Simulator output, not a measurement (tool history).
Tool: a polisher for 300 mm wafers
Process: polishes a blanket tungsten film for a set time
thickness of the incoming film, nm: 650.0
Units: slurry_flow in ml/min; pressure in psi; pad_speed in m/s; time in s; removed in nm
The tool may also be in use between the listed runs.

| run | hour | slurry_flow | pressure | pad_speed | slurry_solids | time | removed |
|---|---|---|---|---|---|---|---|
| 1 | 0.0 | 125 | 2.9 | 1.42 | 1.00 | 58 | 269.19 |
| 2 | 4.1 | 125 | 2.9 | 1.42 | 1.00 | 58 | 272.86 |
| 3 | 10.4 | 125 | 3.1 | 1.42 | 1.00 | 58 | 290.75 |
| 4 | 11.7 | 125 | 3.1 | 1.42 | 0.85 | 58 | 273.49 |
| 5 | 17.2 | 125 | 3.3 | 1.42 | 0.85 | 58 | 286.30 |
| 6 | 21.9 | 125 | 3.3 | 1.42 | 0.85 | 58 | 287.97 |
| 7 | 29.9 | 125 | 3.3 | 1.42 | 0.85 | 58 | 292.06 |
| 8 | 35.0 | 140 | 4.1 | 1.46 | 0.85 | 58 | 350.41 |
| 9 | 37.8 | 140 | 4.1 | 1.48 | 0.85 | 58 | 368.42 |

Run 10 comes next. What will it give?
| 10 | 42.7 | 140 | 4.2 | 1.50 | 0.85 | 58 | ? |

{"run 10": {"removed": 389.2}}
